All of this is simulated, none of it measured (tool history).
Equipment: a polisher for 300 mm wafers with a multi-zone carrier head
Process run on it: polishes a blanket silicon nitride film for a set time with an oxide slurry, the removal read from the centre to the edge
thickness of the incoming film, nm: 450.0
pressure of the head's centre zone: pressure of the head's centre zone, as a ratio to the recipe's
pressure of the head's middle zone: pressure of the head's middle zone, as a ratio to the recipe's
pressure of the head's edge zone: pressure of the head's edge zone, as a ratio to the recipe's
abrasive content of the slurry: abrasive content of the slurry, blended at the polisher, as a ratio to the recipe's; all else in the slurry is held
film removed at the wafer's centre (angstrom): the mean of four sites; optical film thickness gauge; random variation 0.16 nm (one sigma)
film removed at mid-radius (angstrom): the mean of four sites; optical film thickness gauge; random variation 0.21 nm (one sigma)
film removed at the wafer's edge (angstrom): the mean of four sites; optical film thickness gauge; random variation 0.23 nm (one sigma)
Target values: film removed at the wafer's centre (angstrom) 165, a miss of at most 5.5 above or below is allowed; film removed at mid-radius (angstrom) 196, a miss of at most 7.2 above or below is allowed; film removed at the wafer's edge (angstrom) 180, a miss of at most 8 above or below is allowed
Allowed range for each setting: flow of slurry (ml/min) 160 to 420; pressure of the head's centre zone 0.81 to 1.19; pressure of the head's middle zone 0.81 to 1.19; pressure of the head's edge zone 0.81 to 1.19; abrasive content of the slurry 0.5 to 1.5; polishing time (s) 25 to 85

run,hour,flow of slurry (ml/min),pressure of the head's centre zone,pressure of the head's middle zone,pressure of the head's edge zone,abrasive content of the slurry,polishing time (s),film removed at the wafer's centre (angstrom),film removed at mid-radius (angstrom),film removed at the wafer's edge (angstrom)
1,0,270,1,1,1,1,55,263.81,251.88,259.62
2,2.6,270,0.97,1.01,0.98,0.9,54,231.82,244.59,239.49
3,4.5,270,0.96,1,0.96,0.85,54,228.87,232.08,232.12
4,7.2,270,0.94,1,0.94,0.8,54,218.5,223.05,225.77
5,8.1,270,0.93,1.01,0.93,0.75,54,206.76,222.55,218.56
6,10.4,270,0.93,1.01,0.93,0.75,65,249.42,269.75,264.24
7,15.3,270,0.92,1.02,0.91,0.7,63,232.42,250.15,242.95
8,24.3,240,0.82,1.08,0.82,0.5,55,145.81,189.23,170.95
9,25.7,250,0.83,1.08,0.82,0.5,55,150.97,191.45,162.98

Next run, 4 choices. One meets every target within its allowed miss, the rest don't. Which?
A,27.1,175,0.82,1.09,0.88,0.85,48,?,?,?
B,27.1,255,0.94,1.06,0.88,0.55,50,?,?,?
C,27.1,325,0.84,1.02,0.83,0.7,48,?,?,?
D,27.1,320,0.97,1.01,0.81,0.55,52,?,?,?

move,film removed at the wafer's centre (angstrom),film removed at mid-radius (angstrom),film removed at the wafer's edge (angstrom)
A,163.27,212.65,192.23
B,163.4,180.15,165.2
C,162.94,194.49,178.57
D,179.29,183.47,168.25
A: puts the biggest miss on target and leaves a different result outside tolerance
B: puts the biggest miss on target and leaves a different result outside tolerance
C: meets every target
D: the result that was furthest off in the last run now lies on the other side of its target
Correct choice: C, which meets every target
